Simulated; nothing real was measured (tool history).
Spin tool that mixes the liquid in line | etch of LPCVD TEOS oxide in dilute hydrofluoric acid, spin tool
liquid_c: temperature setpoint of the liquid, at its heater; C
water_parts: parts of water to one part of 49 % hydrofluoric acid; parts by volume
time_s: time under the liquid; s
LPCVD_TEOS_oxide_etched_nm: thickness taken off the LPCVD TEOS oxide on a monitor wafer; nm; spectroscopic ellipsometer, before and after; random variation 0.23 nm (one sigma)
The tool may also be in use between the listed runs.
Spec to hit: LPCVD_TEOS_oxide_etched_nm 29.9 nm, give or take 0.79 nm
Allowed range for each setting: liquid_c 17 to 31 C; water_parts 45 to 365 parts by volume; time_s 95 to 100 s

{"run": 1, "hour": 0.0, "liquid_c": 23, "water_parts": 205, "time_s": 95, "LPCVD_TEOS_oxide_etched_nm": 8.169}
{"run": 2, "hour": 4.9, "liquid_c": 25, "water_parts": 165, "time_s": 95, "LPCVD_TEOS_oxide_etched_nm": 11.379}
{"run": 3, "hour": 12.3, "liquid_c": 25, "water_parts": 140, "time_s": 95, "LPCVD_TEOS_oxide_etched_nm": 13.893}
{"run": 4, "hour": 14.4, "liquid_c": 26.5, "water_parts": 120, "time_s": 95, "LPCVD_TEOS_oxide_etched_nm": 17.335}
{"run": 5, "hour": 17.6, "liquid_c": 26.5, "water_parts": 85, "time_s": 95, "LPCVD_TEOS_oxide_etched_nm": 25.887}
{"run": 6, "hour": 22.0, "liquid_c": 26.5, "water_parts": 85, "time_s": 100, "LPCVD_TEOS_oxide_etched_nm": 27.41}
{"run": 7, "hour": 29.0, "liquid_c": 27, "water_parts": 85, "time_s": 100, "LPCVD_TEOS_oxide_etched_nm": 27.534}
{"run": 8, "hour": 37.2, "liquid_c": 27.5, "water_parts": 85, "time_s": 100, "LPCVD_TEOS_oxide_etched_nm": 28.507}
{"run": 9, "hour": 41.4, "liquid_c": 28, "water_parts": 85, "time_s": 100, "LPCVD_TEOS_oxide_etched_nm": 28.896}

Of the 4 settings listed for the next run, only one would bring every result within its allowed miss of target. Which one?
{"run": "A", "hour": 45.6, "liquid_c": 27, "water_parts": 80, "time_s": 95, "LPCVD_TEOS_oxide_etched_nm": "?"}
{"run": "B", "hour": 45.6, "liquid_c": 30, "water_parts": 95, "time_s": 100, "LPCVD_TEOS_oxide_etched_nm": "?"}
{"run": "C", "hour": 45.6, "liquid_c": 28, "water_parts": 90, "time_s": 100, "LPCVD_TEOS_oxide_etched_nm": "?"}
{"run": "D", "hour": 45.6, "liquid_c": 28.5, "water_parts": 80, "time_s": 95, "LPCVD_TEOS_oxide_etched_nm": "?"}

move=A LPCVD_TEOS_oxide_etched_nm=28.379
move=B LPCVD_TEOS_oxide_etched_nm=27.645
move=C LPCVD_TEOS_oxide_etched_nm=27.23
move=D LPCVD_TEOS_oxide_etched_nm=30.085
A: the biggest miss grows against the last run
B: the biggest miss grows against the last run
C: the biggest miss grows against the last run
D: meets every target
The right move is D.

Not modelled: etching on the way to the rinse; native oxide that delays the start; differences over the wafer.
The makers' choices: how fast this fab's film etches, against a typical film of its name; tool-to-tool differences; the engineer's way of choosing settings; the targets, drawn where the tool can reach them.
